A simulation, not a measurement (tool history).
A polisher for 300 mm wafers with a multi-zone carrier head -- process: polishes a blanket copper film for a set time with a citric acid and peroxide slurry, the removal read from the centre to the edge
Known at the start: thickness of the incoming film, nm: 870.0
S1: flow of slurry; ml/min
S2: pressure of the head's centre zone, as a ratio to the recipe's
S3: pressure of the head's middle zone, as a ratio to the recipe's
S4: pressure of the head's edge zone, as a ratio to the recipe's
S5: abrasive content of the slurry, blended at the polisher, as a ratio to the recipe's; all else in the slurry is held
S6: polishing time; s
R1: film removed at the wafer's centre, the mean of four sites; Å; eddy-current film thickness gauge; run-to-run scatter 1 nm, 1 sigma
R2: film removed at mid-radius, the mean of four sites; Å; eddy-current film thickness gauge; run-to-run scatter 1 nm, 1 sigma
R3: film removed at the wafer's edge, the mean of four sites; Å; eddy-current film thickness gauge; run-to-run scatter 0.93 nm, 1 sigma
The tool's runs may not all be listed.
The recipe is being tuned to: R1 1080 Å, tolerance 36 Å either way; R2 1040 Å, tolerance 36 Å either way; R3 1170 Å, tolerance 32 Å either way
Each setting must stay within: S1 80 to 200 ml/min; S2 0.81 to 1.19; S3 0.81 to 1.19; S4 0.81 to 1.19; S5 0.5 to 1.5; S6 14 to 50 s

run,day,S1,S2,S3,S4,S5,S6,R1,R2,R3
1,0,130,1,1,1,1,32,690.17,703.37,705.77
2,0.246,135,1,0.99,1.04,1.15,34,781.2,761.97,808.52
3,0.388,135,1,0.99,1.04,1.3,34,785.24,784.69,818.72
4,0.467,135,1.04,0.99,1.04,1.3,34,839.5,800.6,827.49
5,0.504,140,1.03,1,1.08,1.35,36,881.58,862.41,902.77
6,0.542,170,1.03,1,1.08,1.35,36,912.79,897.54,917.32
7,0.6,165,1.03,0.99,1.1,1.4,38,968.35,936.33,995.19
8,0.633,165,1.03,0.99,1.12,1.45,39,1004.1,961.52,1028.7
9,0.838,165,1.02,0.99,1.14,1.45,40,1029,969.09,1067.1
10,1.171,170,1.01,0.99,1.15,1.45,41,1038.8,1015.1,1111.9
11,1.275,175,1.01,0.99,1.16,1.45,41,1035.4,1010.4,1100.3
12,1.325,175,1.01,0.99,1.17,1.45,41,1054.3,1038.9,1136.5
13,1.404,175,1.01,0.98,1.18,1.45,41,1046.1,1004.1,1134.2
14,1.717,180,1.01,0.98,1.18,1.45,41,1060.2,1029.6,1119.7
15,1.992,175,1.01,0.98,1.18,1.45,41,1048.3,1019.9,1116.6
16,2.292,175,1.01,0.97,1.18,1.45,41,1050.6,1012.6,1123.2

Which one of the following 5 next-run settings gets every result inside its allowed miss? There is exactly one.
A,2.592,195,1.03,1,1.15,1.5,39,?,?,?
B,2.592,175,0.98,0.95,1.15,1.35,44,?,?,?
C,2.592,130,0.97,0.9,1.17,1.5,47,?,?,?
D,2.592,185,1.01,1,1.13,1.5,41,?,?,?
E,2.592,135,0.92,0.98,1.19,1.5,44,?,?,?

move,R1,R2,R3
A,1044.2,1005.1,1091.5
B,1073.9,1043.8,1189.5
C,1084.1,1026.3,1256.4
D,1066.4,1048.1,1130.3
E,972.42,1041,1192.8
A: further off than the last run
B: meets every target
C: moves the result that the last run missed by most past its target, out the other side
D: closes in on the targets versus the last run, not all within tolerance yet
E: brings the last run's worst result on target, with another outside its allowed miss
So the answer is move B, the one that meets all the targets.

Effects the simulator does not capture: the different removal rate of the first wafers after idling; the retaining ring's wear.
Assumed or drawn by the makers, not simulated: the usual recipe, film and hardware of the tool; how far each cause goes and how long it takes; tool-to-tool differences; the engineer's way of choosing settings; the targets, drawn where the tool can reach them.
